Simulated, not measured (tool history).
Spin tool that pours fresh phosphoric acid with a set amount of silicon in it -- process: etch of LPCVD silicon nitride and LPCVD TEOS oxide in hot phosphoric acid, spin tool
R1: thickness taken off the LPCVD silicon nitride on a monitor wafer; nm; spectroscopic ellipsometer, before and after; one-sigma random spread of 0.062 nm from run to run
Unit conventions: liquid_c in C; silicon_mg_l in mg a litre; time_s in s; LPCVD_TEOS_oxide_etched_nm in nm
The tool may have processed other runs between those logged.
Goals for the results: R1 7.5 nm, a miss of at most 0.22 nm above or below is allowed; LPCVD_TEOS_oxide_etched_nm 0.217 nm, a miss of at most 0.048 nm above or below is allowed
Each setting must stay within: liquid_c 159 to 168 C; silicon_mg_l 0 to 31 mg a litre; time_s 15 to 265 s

run 1 hour=0 | liquid_c=164 silicon_mg_l=13.5 time_s=135 | R1=16.358 LPCVD_TEOS_oxide_etched_nm=0.68809
run 2 hour=4.8 | liquid_c=163 silicon_mg_l=15.5 time_s=115 | R1=13.429 LPCVD_TEOS_oxide_etched_nm=0.47409
run 3 hour=5.4 | liquid_c=162.5 silicon_mg_l=15 time_s=100 | R1=11.497 LPCVD_TEOS_oxide_etched_nm=0.42898
run 4 hour=8 | liquid_c=162 silicon_mg_l=16 time_s=95 | R1=10.836 LPCVD_TEOS_oxide_etched_nm=0.32511
run 5 hour=9.8 | liquid_c=161 silicon_mg_l=16 time_s=95 | R1=10.405 LPCVD_TEOS_oxide_etched_nm=0.38824
run 6 hour=13.4 | liquid_c=161 silicon_mg_l=18.5 time_s=95 | R1=10.435 LPCVD_TEOS_oxide_etched_nm=0.34047
run 7 hour=19.1 | liquid_c=160.5 silicon_mg_l=19 time_s=90 | R1=9.6977 LPCVD_TEOS_oxide_etched_nm=0.30266
run 8 hour=23.1 | liquid_c=160 silicon_mg_l=19 time_s=85 | R1=8.9224 LPCVD_TEOS_oxide_etched_nm=0.25804
run 9 hour=28.6 | liquid_c=160 silicon_mg_l=18.5 time_s=80 | R1=8.4437 LPCVD_TEOS_oxide_etched_nm=0.25481
run 10 hour=30.4 | liquid_c=159 silicon_mg_l=19 time_s=65 | R1=6.6394 LPCVD_TEOS_oxide_etched_nm=0.18295
run 11 hour=36.7 | liquid_c=159.5 silicon_mg_l=19 time_s=65 | R1=6.7505 LPCVD_TEOS_oxide_etched_nm=0.19823
run 12 hour=39.4 | liquid_c=160 silicon_mg_l=19.5 time_s=65 | R1=6.8382 LPCVD_TEOS_oxide_etched_nm=0.17867
run 13 hour=43.1 | liquid_c=160.5 silicon_mg_l=19 time_s=65 | R1=6.9621 LPCVD_TEOS_oxide_etched_nm=0.20766
run 14 hour=51.9 | liquid_c=160.5 silicon_mg_l=19 time_s=65 | R1=6.9415 LPCVD_TEOS_oxide_etched_nm=0.21185
run 15 hour=56.3 | liquid_c=160.5 silicon_mg_l=19.5 time_s=65 | R1=6.9864 LPCVD_TEOS_oxide_etched_nm=0.19309
run 16 hour=61 | liquid_c=161 silicon_mg_l=19 time_s=65 | R1=7.1299 LPCVD_TEOS_oxide_etched_nm=0.21007
run 17 hour=64.8 | liquid_c=162 silicon_mg_l=22 time_s=70 | R1=7.924 LPCVD_TEOS_oxide_etched_nm=0.25382
run 18 hour=68.1 | liquid_c=161.5 silicon_mg_l=22.5 time_s=70 | R1=7.8973 LPCVD_TEOS_oxide_etched_nm=0.22569
run 19 hour=75.3 | liquid_c=161.5 silicon_mg_l=22 time_s=70 | R1=7.8245 LPCVD_TEOS_oxide_etched_nm=0.233

4 next moves are on the table. One of them brings every result within its allowed miss. Which?
run A hour=82.5 | liquid_c=162.5 silicon_mg_l=19 time_s=65 | R1=? LPCVD_TEOS_oxide_etched_nm=?
run B hour=82.5 | liquid_c=164 silicon_mg_l=10 time_s=65 | R1=? LPCVD_TEOS_oxide_etched_nm=?
run C hour=82.5 | liquid_c=164.5 silicon_mg_l=24.5 time_s=65 | R1=? LPCVD_TEOS_oxide_etched_nm=?
run D hour=82.5 | liquid_c=162 silicon_mg_l=22 time_s=70 | R1=? LPCVD_TEOS_oxide_etched_nm=?

move=A R1=7.4603 LPCVD_TEOS_oxide_etched_nm=0.22756
move=B R1=7.84 LPCVD_TEOS_oxide_etched_nm=0.31737
move=C R1=7.9701 LPCVD_TEOS_oxide_etched_nm=0.22306
move=D R1=7.9018 LPCVD_TEOS_oxide_etched_nm=0.21656
A: all results land within tolerance of their targets
B: further off than the last run
C: further off than the last run
D: further off than the last run
A meets every target.
